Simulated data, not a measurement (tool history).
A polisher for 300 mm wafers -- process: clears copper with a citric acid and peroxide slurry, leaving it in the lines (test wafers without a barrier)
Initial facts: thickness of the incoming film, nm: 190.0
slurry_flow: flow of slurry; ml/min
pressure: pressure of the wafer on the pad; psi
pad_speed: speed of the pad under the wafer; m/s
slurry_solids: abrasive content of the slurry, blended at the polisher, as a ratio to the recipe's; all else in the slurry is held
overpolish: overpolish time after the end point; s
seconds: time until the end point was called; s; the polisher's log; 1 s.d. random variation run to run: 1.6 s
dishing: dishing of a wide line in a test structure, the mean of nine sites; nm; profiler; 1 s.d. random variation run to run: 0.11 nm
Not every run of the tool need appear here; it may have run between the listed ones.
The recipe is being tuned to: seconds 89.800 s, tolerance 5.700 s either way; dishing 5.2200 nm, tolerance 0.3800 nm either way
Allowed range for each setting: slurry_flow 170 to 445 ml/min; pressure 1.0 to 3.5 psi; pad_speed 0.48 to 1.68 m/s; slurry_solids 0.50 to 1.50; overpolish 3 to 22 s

{"run": 1, "hour": 0.0, "slurry_flow": 285, "pressure": 2.2, "pad_speed": 1.08, "slurry_solids": 1.0, "overpolish": 11, "seconds": 94.428, "dishing": 17.537}
{"run": 2, "hour": 5.8, "slurry_flow": 285, "pressure": 2.1, "pad_speed": 1.1, "slurry_solids": 1.0, "overpolish": 10, "seconds": 94.988, "dishing": 15.569}
{"run": 3, "hour": 13.6, "slurry_flow": 285, "pressure": 2.1, "pad_speed": 1.1, "slurry_solids": 1.1, "overpolish": 10, "seconds": 94.926, "dishing": 15.957}
{"run": 4, "hour": 15.9, "slurry_flow": 285, "pressure": 2.0, "pad_speed": 1.14, "slurry_solids": 1.05, "overpolish": 9, "seconds": 93.373, "dishing": 14.381}
{"run": 5, "hour": 22.3, "slurry_flow": 275, "pressure": 1.9, "pad_speed": 1.18, "slurry_solids": 1.0, "overpolish": 8, "seconds": 95.352, "dishing": 12.222}
{"run": 6, "hour": 31.3, "slurry_flow": 275, "pressure": 1.9, "pad_speed": 1.3, "slurry_solids": 1.0, "overpolish": 8, "seconds": 87.472, "dishing": 13.647}
{"run": 7, "hour": 36.0, "slurry_flow": 265, "pressure": 1.8, "pad_speed": 1.34, "slurry_solids": 0.95, "overpolish": 7, "seconds": 89.173, "dishing": 11.517}
{"run": 8, "hour": 43.3, "slurry_flow": 255, "pressure": 1.7, "pad_speed": 1.38, "slurry_solids": 0.9, "overpolish": 7, "seconds": 88.029, "dishing": 11.641}
{"run": 9, "hour": 48.5, "slurry_flow": 245, "pressure": 1.6, "pad_speed": 1.4, "slurry_solids": 0.85, "overpolish": 7, "seconds": 95.29, "dishing": 11.578}
{"run": 10, "hour": 54.1, "slurry_flow": 265, "pressure": 1.5, "pad_speed": 1.4, "slurry_solids": 0.9, "overpolish": 7, "seconds": 98.312, "dishing": 11.183}
{"run": 11, "hour": 62.7, "slurry_flow": 255, "pressure": 1.6, "pad_speed": 1.34, "slurry_solids": 0.9, "overpolish": 7, "seconds": 96.494, "dishing": 10.89}
{"run": 12, "hour": 71.6, "slurry_flow": 245, "pressure": 1.6, "pad_speed": 1.32, "slurry_solids": 0.95, "overpolish": 7, "seconds": 94.823, "dishing": 11.119}
{"run": 13, "hour": 74.3, "slurry_flow": 235, "pressure": 1.5, "pad_speed": 1.28, "slurry_solids": 1.0, "overpolish": 7, "seconds": 103.82, "dishing": 10.385}
{"run": 14, "hour": 75.7, "slurry_flow": 230, "pressure": 1.5, "pad_speed": 1.26, "slurry_solids": 0.95, "overpolish": 7, "seconds": 108.13, "dishing": 10.437}
{"run": 15, "hour": 78.7, "slurry_flow": 255, "pressure": 1.4, "pad_speed": 1.28, "slurry_solids": 0.95, "overpolish": 7, "seconds": 110.66, "dishing": 9.7518}
{"run": 16, "hour": 85.9, "slurry_flow": 275, "pressure": 1.4, "pad_speed": 1.3, "slurry_solids": 1.0, "overpolish": 7, "seconds": 106.79, "dishing": 10.537}

Which single option among these 4 for the next run brings every result within its allowed miss of target? Just one does.
{"run": "A", "hour": 93.1, "slurry_flow": 240, "pressure": 1.3, "pad_speed": 1.36, "slurry_solids": 1.0, "overpolish": 3, "seconds": "?", "dishing": "?"}
{"run": "B", "hour": 93.1, "slurry_flow": 250, "pressure": 2.0, "pad_speed": 1.1, "slurry_solids": 0.95, "overpolish": 3, "seconds": "?", "dishing": "?"}
{"run": "C", "hour": 93.1, "slurry_flow": 355, "pressure": 2.0, "pad_speed": 1.06, "slurry_solids": 0.8, "overpolish": 3, "seconds": "?", "dishing": "?"}
{"run": "D", "hour": 93.1, "slurry_flow": 275, "pressure": 1.5, "pad_speed": 1.46, "slurry_solids": 0.9, "overpolish": 3, "seconds": "?", "dishing": "?"}

move=A seconds=103.600 dishing=4.5211
move=B seconds=100.110 dishing=4.6842
move=C seconds=103.370 dishing=4.5385
move=D seconds=89.921 dishing=5.1988
A: pushes the last run's worst result past its target
B: pushes the last run's worst result past its target
C: pushes the last run's worst result past its target
D: hits every target within its allowed miss
The move that meets every target is D.
